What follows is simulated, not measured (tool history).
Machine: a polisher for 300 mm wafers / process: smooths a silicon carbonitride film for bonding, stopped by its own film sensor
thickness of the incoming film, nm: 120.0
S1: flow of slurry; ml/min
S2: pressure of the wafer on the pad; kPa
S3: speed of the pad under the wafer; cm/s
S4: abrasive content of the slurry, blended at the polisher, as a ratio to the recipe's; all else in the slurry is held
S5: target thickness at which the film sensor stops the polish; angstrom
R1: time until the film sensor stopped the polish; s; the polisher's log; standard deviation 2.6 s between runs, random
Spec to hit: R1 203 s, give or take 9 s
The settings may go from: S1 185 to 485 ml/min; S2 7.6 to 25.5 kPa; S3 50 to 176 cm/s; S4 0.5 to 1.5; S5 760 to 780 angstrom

Run 1, hour 0: S1 310 ml/min, S2 16.5 kPa, S3 112 cm/s, S4 1, S5 780 angstrom. Result: R1 163.79 s.
Run 2, hour 3.6: S1 310 ml/min, S2 16.5 kPa, S3 112 cm/s, S4 0.85, S5 780 angstrom. Result: R1 182.01 s.
Run 3, hour 8.5: S1 310 ml/min, S2 15.9 kPa, S3 112 cm/s, S4 0.85, S5 780 angstrom. Result: R1 195 s.
Run 4, hour 13.3: S1 310 ml/min, S2 15.9 kPa, S3 112 cm/s, S4 0.85, S5 780 angstrom. Result: R1 194.5 s.
Run 5, hour 16.4: S1 310 ml/min, S2 15.9 kPa, S3 86 cm/s, S4 0.85, S5 780 angstrom. Result: R1 238.35 s.
Run 6, hour 21.7: S1 310 ml/min, S2 15.9 kPa, S3 86 cm/s, S4 0.85, S5 780 angstrom. Result: R1 240.97 s.
Run 7, hour 29.2: S1 310 ml/min, S2 16.5 kPa, S3 86 cm/s, S4 0.85, S5 780 angstrom. Result: R1 231.51 s.
Run 8, hour 32.6: S1 310 ml/min, S2 17.2 kPa, S3 86 cm/s, S4 0.85, S5 780 angstrom. Result: R1 217.87 s.
At hour 33.7: head pressure recalibrated.
Run 9, hour 33.7: S1 310 ml/min, S2 17.9 kPa, S3 86 cm/s, S4 0.85, S5 780 angstrom. Result: R1 195.26 s.

4 next moves are on the table. One of them brings every result within its allowed miss. Which?
Run A, hour 34.8: S1 255 ml/min, S2 21.4 kPa, S3 104 cm/s, S4 0.65, S5 780 angstrom. Result: R1 ?.
Run B, hour 34.8: S1 305 ml/min, S2 14.5 kPa, S3 122 cm/s, S4 0.75, S5 780 angstrom. Result: R1 ?.
Run C, hour 34.8: S1 295 ml/min, S2 16.5 kPa, S3 100 cm/s, S4 0.9, S5 770 angstrom. Result: R1 ?.
Run D, hour 34.8: S1 305 ml/min, S2 17.9 kPa, S3 88 cm/s, S4 0.95, S5 770 angstrom. Result: R1 ?.

move      R1
   A  190.74
   B  204.39
   C  183.49
   D     180
A: the biggest miss grows against the last run
B: hits every target within its allowed miss
C: the biggest miss grows against the last run
D: the biggest miss grows against the last run
Go with B: it meets all targets.

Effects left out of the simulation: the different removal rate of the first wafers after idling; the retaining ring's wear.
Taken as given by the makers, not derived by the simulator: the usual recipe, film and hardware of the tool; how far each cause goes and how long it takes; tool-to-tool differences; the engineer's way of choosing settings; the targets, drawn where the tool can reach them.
